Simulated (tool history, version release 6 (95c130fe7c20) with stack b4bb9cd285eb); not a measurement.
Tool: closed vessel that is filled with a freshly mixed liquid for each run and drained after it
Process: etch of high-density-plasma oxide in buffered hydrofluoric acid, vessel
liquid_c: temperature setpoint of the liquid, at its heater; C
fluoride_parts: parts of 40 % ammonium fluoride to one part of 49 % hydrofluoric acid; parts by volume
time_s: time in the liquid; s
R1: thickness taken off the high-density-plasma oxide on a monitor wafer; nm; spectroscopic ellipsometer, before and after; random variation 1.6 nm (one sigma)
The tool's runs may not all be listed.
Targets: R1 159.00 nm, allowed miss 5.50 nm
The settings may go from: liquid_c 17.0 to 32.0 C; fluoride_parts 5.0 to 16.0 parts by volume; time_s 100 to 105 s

{"run": 1, "day": 0.0, "liquid_c": 24.0, "fluoride_parts": 9.5, "time_s": 100, "R1": 142.29}
{"run": 2, "day": 0.188, "liquid_c": 24.0, "fluoride_parts": 9.5, "time_s": 105, "R1": 149.07}
{"run": 3, "day": 0.442, "liquid_c": 24.0, "fluoride_parts": 11.5, "time_s": 105, "R1": 129.68}
{"run": 4, "day": 0.779, "liquid_c": 24.5, "fluoride_parts": 11.5, "time_s": 105, "R1": 133.23}
{"day": 0.858, "done": "hydrofluoric acid flow meter replaced"}
{"run": 5, "day": 0.858, "liquid_c": 24.5, "fluoride_parts": 11.5, "time_s": 105, "R1": 124.08}
{"run": 6, "day": 1.229, "liquid_c": 25.5, "fluoride_parts": 11.5, "time_s": 105, "R1": 130.1}
{"run": 7, "day": 1.354, "liquid_c": 25.5, "fluoride_parts": 11.5, "time_s": 105, "R1": 131.29}
{"run": 8, "day": 1.658, "liquid_c": 26.5, "fluoride_parts": 11.5, "time_s": 105, "R1": 142.47}
{"run": 9, "day": 1.796, "liquid_c": 27.0, "fluoride_parts": 11.5, "time_s": 105, "R1": 143.91}
{"run": 10, "day": 1.954, "liquid_c": 27.5, "fluoride_parts": 11.5, "time_s": 105, "R1": 149.22}
{"run": 11, "day": 2.054, "liquid_c": 28.0, "fluoride_parts": 11.5, "time_s": 105, "R1": 149.83}

Which of these 4 next moves meets every target?
{"run": "A", "day": 2.154, "liquid_c": 28.0, "fluoride_parts": 11.5, "time_s": 100, "R1": "?"}
{"run": "B", "day": 2.154, "liquid_c": 29.0, "fluoride_parts": 10.5, "time_s": 105, "R1": "?"}
{"run": "C", "day": 2.154, "liquid_c": 30.5, "fluoride_parts": 11.0, "time_s": 100, "R1": "?"}
{"run": "D", "day": 2.154, "liquid_c": 29.0, "fluoride_parts": 11.0, "time_s": 100, "R1": "?"}

move=A R1=143.61
move=B R1=173.72
move=C R1=171.09
move=D R1=158.12
A: further off than the last run
B: takes the result that was furthest off past its target
C: takes the result that was furthest off past its target
D: meets every target
Answer: D

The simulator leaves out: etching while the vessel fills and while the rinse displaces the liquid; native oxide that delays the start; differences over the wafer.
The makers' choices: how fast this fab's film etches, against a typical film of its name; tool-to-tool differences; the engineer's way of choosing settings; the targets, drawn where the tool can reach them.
